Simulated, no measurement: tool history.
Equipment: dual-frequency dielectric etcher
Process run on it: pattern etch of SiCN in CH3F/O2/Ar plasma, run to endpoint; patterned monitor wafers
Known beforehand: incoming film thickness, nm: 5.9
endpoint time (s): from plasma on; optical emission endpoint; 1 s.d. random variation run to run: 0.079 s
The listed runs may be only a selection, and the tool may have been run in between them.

Run 1, day 0: source power (W) 470, bias power (W) 85. Result: endpoint time (s) 15.497.
Run 2, day 0.204: source power (W) 490, bias power (W) 86. Result: endpoint time (s) 15.024.
Run 3, day 0.483: source power (W) 490, bias power (W) 101. Result: endpoint time (s) 14.221.
Run 4, day 0.529: source power (W) 410, bias power (W) 101. Result: endpoint time (s) 15.525.
Run 5, day 0.858: source power (W) 430, bias power (W) 101. Result: endpoint time (s) 15.259.
Run 6, day 0.988: source power (W) 430, bias power (W) 107. Result: endpoint time (s) 15.122.
Run 7, day 1.308: source power (W) 440, bias power (W) 107. Result: endpoint time (s) 14.733.
Run 8, day 1.583: source power (W) 450, bias power (W) 107. Result: endpoint time (s) 14.411.
Run 9, day 1.892: source power (W) 470, bias power (W) 107. Result: endpoint time (s) 14.452.

Run 10 has not been measured yet. What should we expect?
Run 10, day 2.117: source power (W) 480, bias power (W) 107. Result: endpoint time (s) ?.

Run 10 measured endpoint time (s) 14.184.
